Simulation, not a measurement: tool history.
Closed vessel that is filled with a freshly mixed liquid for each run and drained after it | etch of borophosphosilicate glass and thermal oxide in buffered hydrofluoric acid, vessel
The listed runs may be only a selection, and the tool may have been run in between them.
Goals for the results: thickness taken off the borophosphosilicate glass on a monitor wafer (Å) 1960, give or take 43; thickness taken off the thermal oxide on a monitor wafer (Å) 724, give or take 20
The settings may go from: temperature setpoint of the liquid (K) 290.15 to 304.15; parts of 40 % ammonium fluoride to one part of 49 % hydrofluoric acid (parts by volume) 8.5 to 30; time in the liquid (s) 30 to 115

run  hour  temperature setpoint of the liquid (K)  parts of 40 % ammonium fluoride to one part of 49 % hydrofluoric acid (parts by volume)  time in the liquid (s)  thickness taken off the borophosphosilicate glass on a monitor wafer (Å)  thickness taken off the thermal oxide on a monitor wafer (Å)
  1     0                                  296.15                                                                                       23                      60                                                                    768.38                                                        287.37
  2   4.5                                  296.15                                                                                       23                      70                                                                    904.32                                                        334.71
  3    12                                  296.15                                                                                     16.5                      70                                                                    1209.8                                                        448.63
  4  12.7                                  296.15                                                                                       12                      70                                                                    1669.4                                                        606.95
  5  19.8                                  296.65                                                                                       12                      70                                                                    1701.9                                                        637.67
  6  24.2                                  295.15                                                                                       12                      70                                                                    1560.5                                                        577.73
  7  29.8                                  296.15                                                                                       12                      70                                                                    1653.8                                                        613.18
  8  32.3                                  296.65                                                                                       12                      70                                                                    1702.6                                                        636.29
  9    34                                  297.15                                                                                       12                      70                                                                    1757.9                                                        648.18
 10  36.9                                  297.65                                                                                       12                      70                                                                    1781.8                                                        665.07
 11  38.3                                  298.65                                                                                       12                      70                                                                      1891                                                         701.7
 12  39.6                                  298.65                                                                                       12                      70                                                                    1903.7                                                        712.53

Exercise: of the 4 proposed moves below, exactly one satisfies all targets within the stated allowed misses. Which move is it?
  A  40.9                                  297.65                                                                                     14.5                      85                                                                         ?                                                             ?
  B  40.9                                  298.15                                                                                     10.5                      65                                                                         ?                                                             ?
  C  40.9                                  304.15                                                                                     17.5                      75                                                                         ?                                                             ?
  D  40.9                                  299.65                                                                                       13                      70                                                                         ?                                                             ?

move  thickness taken off the borophosphosilicate glass on a monitor wafer (Å)  thickness taken off the thermal oxide on a monitor wafer (Å)
   A                                                                    1836.3                                                        667.94
   B                                                                    1981.4                                                        719.59
   C                                                                    1898.4                                                        693.17
   D                                                                    1874.3                                                        682.13
A: misses by more than the last run did
B: each result inside its tolerance
C: misses by more than the last run did
D: misses by more than the last run did
Go with B: it meets all targets.
